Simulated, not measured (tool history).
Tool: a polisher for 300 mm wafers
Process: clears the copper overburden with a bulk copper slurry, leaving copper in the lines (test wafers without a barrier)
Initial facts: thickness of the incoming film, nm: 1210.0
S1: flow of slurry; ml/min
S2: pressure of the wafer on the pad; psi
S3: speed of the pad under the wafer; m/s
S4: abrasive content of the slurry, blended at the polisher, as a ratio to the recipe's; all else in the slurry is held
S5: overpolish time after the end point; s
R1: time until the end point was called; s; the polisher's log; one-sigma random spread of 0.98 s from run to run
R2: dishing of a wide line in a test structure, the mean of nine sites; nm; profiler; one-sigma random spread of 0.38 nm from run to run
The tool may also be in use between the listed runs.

{"run": 1, "hour": 0.0, "S1": 125, "S2": 2.8, "S3": 0.96, "S4": 1, "S5": 17, "R1": 138.33, "R2": 22.523}
{"run": 2, "hour": 1.1, "S1": 130, "S2": 3.1, "S3": 0.96, "S4": 1, "S5": 17, "R1": 123.12, "R2": 23.392}
{"run": 3, "hour": 8.4, "S1": 120, "S2": 3.3, "S3": 1, "S4": 1, "S5": 14, "R1": 116.2, "R2": 23.369}
{"run": 4, "hour": 15.4, "S1": 125, "S2": 3.4, "S3": 1.04, "S4": 1, "S5": 12, "R1": 106.19, "R2": 23.002}
{"run": 5, "hour": 16.2, "S1": 135, "S2": 3.5, "S3": 1.04, "S4": 1, "S5": 12, "R1": 101.67, "R2": 23.478}
{"run": 6, "hour": 18.4, "S1": 135, "S2": 3.5, "S3": 1.04, "S4": 1, "S5": 5, "R1": 101.5, "R2": 20.717}

The next listed run, before its measurement:
{"run": 7, "hour": 23.2, "S1": 135, "S2": 3.5, "S3": 1.04, "S4": 1, "S5": 5, "R1": "?", "R2": "?"}

R1: 101.28 s
R2: 20.278 nm

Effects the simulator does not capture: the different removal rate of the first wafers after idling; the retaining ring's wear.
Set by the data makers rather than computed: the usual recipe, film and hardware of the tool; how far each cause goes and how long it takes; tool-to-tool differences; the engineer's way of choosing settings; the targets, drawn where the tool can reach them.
